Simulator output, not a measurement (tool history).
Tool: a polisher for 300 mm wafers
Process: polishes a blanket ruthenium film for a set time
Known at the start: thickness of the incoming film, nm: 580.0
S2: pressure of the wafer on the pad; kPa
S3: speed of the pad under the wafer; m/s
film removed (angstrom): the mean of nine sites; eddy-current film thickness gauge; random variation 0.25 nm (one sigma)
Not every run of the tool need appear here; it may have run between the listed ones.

run 1 hour=0.0 | flow_of_slurry_(ml/min)=225 S2=14.5 S3=1.04 polishing_time_(s)=27 | film_removed_(angstrom)=301.94
run 2 hour=7.4 | flow_of_slurry_(ml/min)=225 S2=14.5 S3=1.04 polishing_time_(s)=27 | film_removed_(angstrom)=300.07
run 3 hour=11.9 | flow_of_slurry_(ml/min)=170 S2=14.5 S3=1.04 polishing_time_(s)=27 | film_removed_(angstrom)=286.66
run 4 hour=16.5 | flow_of_slurry_(ml/min)=185 S2=15.2 S3=1.04 polishing_time_(s)=27 | film_removed_(angstrom)=304.83
run 5 hour=21.7 | flow_of_slurry_(ml/min)=185 S2=15.2 S3=0.82 polishing_time_(s)=27 | film_removed_(angstrom)=239.01
run 6 hour=25.9 | flow_of_slurry_(ml/min)=185 S2=15.2 S3=0.82 polishing_time_(s)=27 | film_removed_(angstrom)=243.60
run 7 hour=31.9 | flow_of_slurry_(ml/min)=200 S2=15.9 S3=0.82 polishing_time_(s)=27 | film_removed_(angstrom)=255.27
run 8 hour=34.8 | flow_of_slurry_(ml/min)=210 S2=16.5 S3=0.82 polishing_time_(s)=27 | film_removed_(angstrom)=267.64
run 9 hour=36.0 | flow_of_slurry_(ml/min)=215 S2=20.7 S3=0.84 polishing_time_(s)=27 | film_removed_(angstrom)=342.94
run 10 hour=39.9 | flow_of_slurry_(ml/min)=220 S2=20.7 S3=0.84 polishing_time_(s)=27 | film_removed_(angstrom)=345.56

What does the tool deliver on the next run?
run 11 hour=47.4 | flow_of_slurry_(ml/min)=225 S2=20.7 S3=0.84 polishing_time_(s)=27 | film_removed_(angstrom)=?

For run 11 the tool returned film removed (angstrom) 341.93.
